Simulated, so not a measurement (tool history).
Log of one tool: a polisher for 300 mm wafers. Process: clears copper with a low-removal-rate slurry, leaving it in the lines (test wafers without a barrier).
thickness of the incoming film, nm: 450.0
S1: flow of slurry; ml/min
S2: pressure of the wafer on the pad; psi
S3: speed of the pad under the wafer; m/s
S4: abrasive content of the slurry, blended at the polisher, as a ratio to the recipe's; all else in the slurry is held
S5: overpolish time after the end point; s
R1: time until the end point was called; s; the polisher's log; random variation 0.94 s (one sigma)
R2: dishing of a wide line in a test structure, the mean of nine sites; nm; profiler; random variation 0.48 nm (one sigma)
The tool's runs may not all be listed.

run,day,S1,S2,S3,S4,S5,R1,R2
1,0,200,4.1,1.36,1,18,103,57.427
2,0.267,200,4.1,1.36,1,25,103.82,74.866
3,0.633,205,4,1.38,1,22,103.64,66.564
4,0.879,215,3.9,1.4,1,19,104.46,57.647
5,0.983,230,3.8,1.42,1,17,104.63,50.954
6,1.183,230,3.8,1.56,1,17,96.562,54.916
7,1.333,240,3.7,1.56,1,15,99.709,49.984
8,1.55,240,3.7,1.56,1,15,99.284,49.516
9,1.825,250,3.6,1.58,1,13,100.08,44.167

The next listed run, before its measurement:
10,1.929,260,3.5,1.58,1,12,?,?

R1: 101.92 s
R2: 40.43 nm

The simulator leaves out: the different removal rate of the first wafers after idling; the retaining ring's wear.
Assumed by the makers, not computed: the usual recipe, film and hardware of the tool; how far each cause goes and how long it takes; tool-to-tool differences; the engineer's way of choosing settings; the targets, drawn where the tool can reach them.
